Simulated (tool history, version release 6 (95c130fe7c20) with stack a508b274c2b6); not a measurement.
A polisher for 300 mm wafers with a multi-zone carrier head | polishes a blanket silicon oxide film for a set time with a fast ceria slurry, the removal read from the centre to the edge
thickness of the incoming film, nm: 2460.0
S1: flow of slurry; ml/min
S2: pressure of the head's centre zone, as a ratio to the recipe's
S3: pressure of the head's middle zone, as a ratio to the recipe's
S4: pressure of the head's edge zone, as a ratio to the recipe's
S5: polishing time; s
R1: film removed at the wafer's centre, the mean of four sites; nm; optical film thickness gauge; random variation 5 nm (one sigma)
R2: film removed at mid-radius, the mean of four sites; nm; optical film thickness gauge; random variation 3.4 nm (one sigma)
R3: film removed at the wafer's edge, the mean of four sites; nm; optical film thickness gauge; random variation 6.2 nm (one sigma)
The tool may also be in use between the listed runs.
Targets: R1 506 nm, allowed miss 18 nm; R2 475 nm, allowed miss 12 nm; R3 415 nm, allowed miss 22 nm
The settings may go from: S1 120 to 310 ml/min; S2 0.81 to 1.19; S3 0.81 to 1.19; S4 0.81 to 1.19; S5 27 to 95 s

{"run": 1, "day": 0.0, "S1": 200, "S2": 1, "S3": 1, "S4": 1, "S5": 61, "R1": 628.42, "R2": 628.18, "R3": 601.59}
{"run": 2, "day": 0.104, "S1": 170, "S2": 1, "S3": 1, "S4": 1, "S5": 61, "R1": 625.32, "R2": 608.7, "R3": 604.81}
{"run": 3, "day": 0.417, "S1": 170, "S2": 1, "S3": 1, "S4": 1.08, "S5": 61, "R1": 619.51, "R2": 607.32, "R3": 639.03}
{"run": 4, "day": 0.517, "S1": 190, "S2": 1, "S3": 0.98, "S4": 1.03, "S5": 58, "R1": 606.22, "R2": 581.99, "R3": 589.12}
{"run": 5, "day": 0.612, "S1": 190, "S2": 1, "S3": 0.98, "S4": 0.97, "S5": 58, "R1": 604.7, "R2": 578.84, "R3": 577.59}
{"run": 6, "day": 0.783, "S1": 190, "S2": 1, "S3": 0.98, "S4": 0.97, "S5": 69, "R1": 725.42, "R2": 690.67, "R3": 674.5}
{"run": 7, "day": 0.858, "S1": 210, "S2": 1, "S3": 0.97, "S4": 0.94, "S5": 64, "R1": 682.28, "R2": 638.27, "R3": 631.23}
{"run": 8, "day": 1.088, "S1": 210, "S2": 1, "S3": 0.97, "S4": 0.94, "S5": 64, "R1": 677.57, "R2": 648.48, "R3": 619.63}
{"run": 9, "day": 1.288, "S1": 225, "S2": 1.01, "S3": 0.96, "S4": 0.92, "S5": 60, "R1": 650.91, "R2": 607.44, "R3": 594.35}
{"run": 10, "day": 1.646, "S1": 170, "S2": 1.08, "S3": 1.04, "S4": 0.82, "S5": 43, "R1": 478.9, "R2": 435.73, "R3": 388.22}
{"run": 11, "day": 1.921, "S1": 180, "S2": 1.08, "S3": 1.04, "S4": 0.83, "S5": 43, "R1": 471.85, "R2": 442.36, "R3": 393.66}
{"run": 12, "day": 2.292, "S1": 190, "S2": 1.09, "S3": 1.04, "S4": 0.83, "S5": 43, "R1": 486.8, "R2": 454.29, "R3": 392.35}

5 next moves are on the table. One of them brings every result within its allowed miss. Which?
{"run": "A", "day": 2.662, "S1": 165, "S2": 0.99, "S3": 1.07, "S4": 0.86, "S5": 46, "R1": "?", "R2": "?", "R3": "?"}
{"run": "B", "day": 2.662, "S1": 185, "S2": 1.19, "S3": 1.11, "S4": 0.81, "S5": 41, "R1": "?", "R2": "?", "R3": "?"}
{"run": "C", "day": 2.662, "S1": 210, "S2": 1.08, "S3": 1.04, "S4": 0.84, "S5": 45, "R1": "?", "R2": "?", "R3": "?"}
{"run": "D", "day": 2.662, "S1": 200, "S2": 0.95, "S3": 0.99, "S4": 0.85, "S5": 47, "R1": "?", "R2": "?", "R3": "?"}
{"run": "E", "day": 2.662, "S1": 130, "S2": 1.06, "S3": 0.94, "S4": 0.82, "S5": 48, "R1": "?", "R2": "?", "R3": "?"}

move=A R1=458.67 R2=477.54 R3=416.2
move=B R1=504.15 R2=447.32 R3=366.84
move=C R1=513.32 R2=476.32 R3=415.82
move=D R1=467.03 R2=475.39 R3=434.39
move=E R1=481.08 R2=425.89 R3=409.22
A: brings the result that was furthest off to its target, and leaves another outside
B: further off than the last run
C: meets every target
D: brings the result that was furthest off to its target, and leaves another outside
E: further off than the last run
Answer: C

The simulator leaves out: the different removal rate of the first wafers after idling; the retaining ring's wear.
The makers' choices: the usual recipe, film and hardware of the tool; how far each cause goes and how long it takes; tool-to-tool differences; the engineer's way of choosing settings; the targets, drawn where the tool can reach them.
